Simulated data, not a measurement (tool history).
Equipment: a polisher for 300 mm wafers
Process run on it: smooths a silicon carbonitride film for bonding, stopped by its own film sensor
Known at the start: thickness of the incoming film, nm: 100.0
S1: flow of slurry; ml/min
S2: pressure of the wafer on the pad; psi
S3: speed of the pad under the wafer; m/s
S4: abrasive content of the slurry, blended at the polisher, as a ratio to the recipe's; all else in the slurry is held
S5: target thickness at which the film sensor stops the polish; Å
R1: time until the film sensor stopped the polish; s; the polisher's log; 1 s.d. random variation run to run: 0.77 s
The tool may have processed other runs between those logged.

{"run": 1, "hour": 0.0, "S1": 300, "S2": 2.6, "S3": 1.08, "S4": 1, "S5": 790, "R1": 65.678}
{"run": 2, "hour": 8.9, "S1": 300, "S2": 2.8, "S3": 1.1, "S4": 1, "S5": 790, "R1": 59.604}
{"run": 3, "hour": 13.6, "S1": 300, "S2": 2.9, "S3": 1.1, "S4": 1, "S5": 790, "R1": 59.854}
{"run": 4, "hour": 15.3, "S1": 300, "S2": 3, "S3": 1.12, "S4": 1, "S5": 790, "R1": 57.442}
{"run": 5, "hour": 23.0, "S1": 300, "S2": 3.1, "S3": 1.14, "S4": 1, "S5": 790, "R1": 53.37}
{"run": 6, "hour": 26.6, "S1": 300, "S2": 3.1, "S3": 1.14, "S4": 0.85, "S5": 790, "R1": 56.05}

What does the tool deliver on the next run?
{"run": 7, "hour": 28.0, "S1": 300, "S2": 3.2, "S3": 1.16, "S4": 0.85, "S5": 790, "R1": "?"}

R1: 54.979 s
